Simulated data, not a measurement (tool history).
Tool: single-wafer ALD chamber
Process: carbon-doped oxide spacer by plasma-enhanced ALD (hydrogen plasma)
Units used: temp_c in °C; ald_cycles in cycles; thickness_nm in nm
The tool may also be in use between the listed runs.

run	hour	temp_c	ald_cycles	thickness_nm
1	0	385	547	25.151
2	2.7	385	601	27.551
3	8.6	385	556	25.548
4	11.2	385	499	22.896
5	13.4	377	499	22.89
6	22.7	377	549	25.163
7	24.2	377	521	23.927

The next listed run, before its measurement:
8	33.4	377	447	?

thickness_nm: 20.461 nm
